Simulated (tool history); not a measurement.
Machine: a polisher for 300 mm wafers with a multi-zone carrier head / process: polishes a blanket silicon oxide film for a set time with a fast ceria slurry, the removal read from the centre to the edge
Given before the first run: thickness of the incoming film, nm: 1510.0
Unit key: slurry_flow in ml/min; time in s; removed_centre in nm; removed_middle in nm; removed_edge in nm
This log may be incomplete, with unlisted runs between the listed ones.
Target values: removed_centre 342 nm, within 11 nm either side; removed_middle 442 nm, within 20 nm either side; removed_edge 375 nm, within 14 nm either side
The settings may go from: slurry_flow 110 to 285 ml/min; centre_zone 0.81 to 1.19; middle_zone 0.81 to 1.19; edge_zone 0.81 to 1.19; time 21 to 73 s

{"run": 1, "hour": 0.0, "slurry_flow": 180, "centre_zone": 1, "middle_zone": 1, "edge_zone": 1, "time": 47, "removed_centre": 562.56, "removed_middle": 575.03, "removed_edge": 576.28}
{"run": 2, "hour": 6.2, "slurry_flow": 175, "centre_zone": 0.97, "middle_zone": 1.02, "edge_zone": 0.97, "time": 44, "removed_centre": 518.83, "removed_middle": 563.02, "removed_edge": 529.74}
{"run": 3, "hour": 7.0, "slurry_flow": 170, "centre_zone": 0.94, "middle_zone": 1.02, "edge_zone": 0.95, "time": 41, "removed_centre": 467.92, "removed_middle": 516.87, "removed_edge": 496.9}
{"run": 4, "hour": 15.1, "slurry_flow": 170, "centre_zone": 0.94, "middle_zone": 0.99, "edge_zone": 0.95, "time": 41, "removed_centre": 465.57, "removed_middle": 489.88, "removed_edge": 492.23}
{"run": 5, "hour": 21.8, "slurry_flow": 170, "centre_zone": 0.94, "middle_zone": 1.05, "edge_zone": 0.95, "time": 41, "removed_centre": 464.73, "removed_middle": 510.05, "removed_edge": 490.13}
{"run": 6, "hour": 29.1, "slurry_flow": 170, "centre_zone": 0.94, "middle_zone": 0.99, "edge_zone": 0.95, "time": 41, "removed_centre": 463.88, "removed_middle": 496.89, "removed_edge": 490.45}
{"run": 7, "hour": 32.0, "slurry_flow": 165, "centre_zone": 0.92, "middle_zone": 1.02, "edge_zone": 0.92, "time": 39, "removed_centre": 435.8, "removed_middle": 483.33, "removed_edge": 458.33}
{"run": 8, "hour": 34.1, "slurry_flow": 135, "centre_zone": 0.82, "middle_zone": 1.11, "edge_zone": 0.82, "time": 32, "removed_centre": 307.22, "removed_middle": 410.06, "removed_edge": 345.02}
{"run": 9, "hour": 37.2, "slurry_flow": 145, "centre_zone": 0.83, "middle_zone": 1.11, "edge_zone": 0.83, "time": 32, "removed_centre": 311.95, "removed_middle": 423.28, "removed_edge": 349.75}
{"run": 10, "hour": 44.5, "slurry_flow": 150, "centre_zone": 0.84, "middle_zone": 1.1, "edge_zone": 0.84, "time": 32, "removed_centre": 312.08, "removed_middle": 411.63, "removed_edge": 359.6}
{"run": 11, "hour": 45.6, "slurry_flow": 150, "centre_zone": 0.85, "middle_zone": 1.11, "edge_zone": 0.84, "time": 32, "removed_centre": 320.65, "removed_middle": 405.3, "removed_edge": 345.12}
{"run": 12, "hour": 51.5, "slurry_flow": 155, "centre_zone": 0.85, "middle_zone": 1.12, "edge_zone": 0.85, "time": 32, "removed_centre": 321, "removed_middle": 422.14, "removed_edge": 360.23}
{"run": 13, "hour": 52.6, "slurry_flow": 160, "centre_zone": 0.86, "middle_zone": 1.12, "edge_zone": 0.85, "time": 32, "removed_centre": 327.39, "removed_middle": 422.92, "removed_edge": 355.67}
{"run": 14, "hour": 60.3, "slurry_flow": 165, "centre_zone": 0.86, "middle_zone": 1.12, "edge_zone": 0.86, "time": 32, "removed_centre": 331.94, "removed_middle": 416.52, "removed_edge": 362.1}
{"run": 15, "hour": 68.5, "slurry_flow": 165, "centre_zone": 0.86, "middle_zone": 1.13, "edge_zone": 0.86, "time": 32, "removed_centre": 334.36, "removed_middle": 433.92, "removed_edge": 369.23}

Of the 4 settings listed for the next run, only one would bring every result within its allowed miss of target. Which one?
{"run": "A", "hour": 76.7, "slurry_flow": 130, "centre_zone": 0.84, "middle_zone": 1.1, "edge_zone": 0.81, "time": 35, "removed_centre": "?", "removed_middle": "?", "removed_edge": "?"}
{"run": "B", "hour": 76.7, "slurry_flow": 165, "centre_zone": 0.82, "middle_zone": 1.07, "edge_zone": 0.95, "time": 33, "removed_centre": "?", "removed_middle": "?", "removed_edge": "?"}
{"run": "C", "hour": 76.7, "slurry_flow": 175, "centre_zone": 0.82, "middle_zone": 1.12, "edge_zone": 0.93, "time": 31, "removed_centre": "?", "removed_middle": "?", "removed_edge": "?"}
{"run": "D", "hour": 76.7, "slurry_flow": 135, "centre_zone": 0.81, "middle_zone": 1.17, "edge_zone": 0.86, "time": 34, "removed_centre": "?", "removed_middle": "?", "removed_edge": "?"}

move=A removed_centre=334.79 removed_middle=440.21 removed_edge=365.47
move=B removed_centre=321.65 removed_middle=421.15 removed_edge=380.1
move=C removed_centre=305.18 removed_middle=414.93 removed_edge=355.58
move=D removed_centre=315.97 removed_middle=453.91 removed_edge=365.61
A: in spec on every target
B: further off than the last run
C: further off than the last run
D: further off than the last run
The right move is A.
